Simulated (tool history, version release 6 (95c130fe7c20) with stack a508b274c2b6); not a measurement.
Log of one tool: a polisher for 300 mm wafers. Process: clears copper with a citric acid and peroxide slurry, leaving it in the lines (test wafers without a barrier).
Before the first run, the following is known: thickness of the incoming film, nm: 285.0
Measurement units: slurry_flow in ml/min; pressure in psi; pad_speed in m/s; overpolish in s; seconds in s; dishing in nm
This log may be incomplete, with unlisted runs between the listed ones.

{"run": 1, "hour": 0.0, "slurry_flow": 275, "pressure": 3.4, "pad_speed": 1.22, "slurry_solids": 1, "overpolish": 23, "seconds": 79.615, "dishing": 51.594}
{"run": 2, "hour": 2.4, "slurry_flow": 275, "pressure": 3.4, "pad_speed": 1.22, "slurry_solids": 1, "overpolish": 25, "seconds": 78.796, "dishing": 53.914}
{"run": 3, "hour": 10.4, "slurry_flow": 275, "pressure": 2.8, "pad_speed": 1.22, "slurry_solids": 1, "overpolish": 25, "seconds": 97.938, "dishing": 44.634}
{"run": 4, "hour": 11.4, "slurry_flow": 275, "pressure": 2.8, "pad_speed": 1.22, "slurry_solids": 1, "overpolish": 34, "seconds": 97.481, "dishing": 58.052}
{"run": 5, "hour": 14.6, "slurry_flow": 275, "pressure": 2.8, "pad_speed": 1.22, "slurry_solids": 1.15, "overpolish": 34, "seconds": 93.411, "dishing": 62.257}
{"run": 6, "hour": 20.5, "slurry_flow": 275, "pressure": 2.2, "pad_speed": 1.22, "slurry_solids": 1.15, "overpolish": 34, "seconds": 116.97, "dishing": 49.167}
{"run": 7, "hour": 27.1, "slurry_flow": 275, "pressure": 2.5, "pad_speed": 1.22, "slurry_solids": 1.15, "overpolish": 33, "seconds": 104.38, "dishing": 54.023}
{"run": 8, "hour": 29.2, "slurry_flow": 275, "pressure": 2.7, "pad_speed": 1.22, "slurry_solids": 1.15, "overpolish": 33, "seconds": 97.877, "dishing": 56.791}
{"run": 9, "hour": 37.2, "slurry_flow": 275, "pressure": 2.9, "pad_speed": 1.22, "slurry_solids": 1.15, "overpolish": 33, "seconds": 90.971, "dishing": 60.929}

Expected results for the next run?
{"run": 10, "hour": 40.4, "slurry_flow": 275, "pressure": 3, "pad_speed": 1.22, "slurry_solids": 1.15, "overpolish": 33, "seconds": "?", "dishing": "?"}

{"run 10": {"seconds": 87.14, "dishing": 61.54}}
